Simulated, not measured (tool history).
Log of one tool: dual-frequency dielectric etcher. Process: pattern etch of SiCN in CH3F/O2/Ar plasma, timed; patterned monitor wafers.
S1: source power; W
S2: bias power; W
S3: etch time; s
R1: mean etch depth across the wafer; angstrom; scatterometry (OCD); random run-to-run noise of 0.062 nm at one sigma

Run 1, day 0: S1 420 W, S2 68 W, S3 32 s. Result: R1 121.62 angstrom.
Run 2, day 0.242: S1 410 W, S2 68 W, S3 32 s. Result: R1 120.9 angstrom.
Run 3, day 0.317: S1 400 W, S2 68 W, S3 32 s. Result: R1 121.12 angstrom.
Run 4, day 0.404: S1 450 W, S2 68 W, S3 32 s. Result: R1 125.95 angstrom.
Run 5, day 0.675: S1 440 W, S2 67 W, S3 32 s. Result: R1 123.18 angstrom.
Run 6, day 0.762: S1 370 W, S2 67 W, S3 32 s. Result: R1 116.76 angstrom.
Run 7, day 0.821: S1 360 W, S2 67 W, S3 32 s. Result: R1 115.73 angstrom.

Run 8 is up next; what results do you expect?
Run 8, day 1.038: S1 300 W, S2 64 W, S3 32 s. Result: R1 ?.

Run 8 produced R1 105.88 angstrom.
